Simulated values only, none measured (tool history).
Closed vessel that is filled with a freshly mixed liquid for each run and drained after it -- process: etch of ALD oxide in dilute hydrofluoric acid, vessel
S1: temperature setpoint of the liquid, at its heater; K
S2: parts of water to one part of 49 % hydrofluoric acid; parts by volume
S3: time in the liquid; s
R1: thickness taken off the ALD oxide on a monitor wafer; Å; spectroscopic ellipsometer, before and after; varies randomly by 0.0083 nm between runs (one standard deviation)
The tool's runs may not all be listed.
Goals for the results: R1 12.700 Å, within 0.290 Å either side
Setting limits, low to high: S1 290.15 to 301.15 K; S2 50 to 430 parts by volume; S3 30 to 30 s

run	hour	S1	S2	S3	R1
1	0.0	293.15	240	30	15.336
2	4.5	293.15	200	30	19.004
3	8.6	292.65	205	30	18.356
4	12.1	290.65	205	30	17.137
5	19.7	290.65	205	30	16.898
6	25.9	290.65	155	30	23.725
7	32.2	290.65	165	30	21.870
8	39.9	290.65	175	30	20.601
9	47.4	290.65	185	30	19.178

Which of these 5 next moves meets every target?
A	54.9	291.15	250	30	?
B	54.9	292.15	275	30	?
C	54.9	290.15	295	30	?
D	54.9	294.15	145	30	?
E	54.9	290.15	245	30	?

move	R1
A	13.738
B	12.686
C	10.779
D	29.493
E	13.547
A: gains on the last run, yet a result remains outside its allowed miss
B: each result inside its tolerance
C: pushes the last run's worst result past its target
D: lands further from the targets than the last run did
E: gains on the last run, yet a result remains outside its allowed miss
B meets every target.
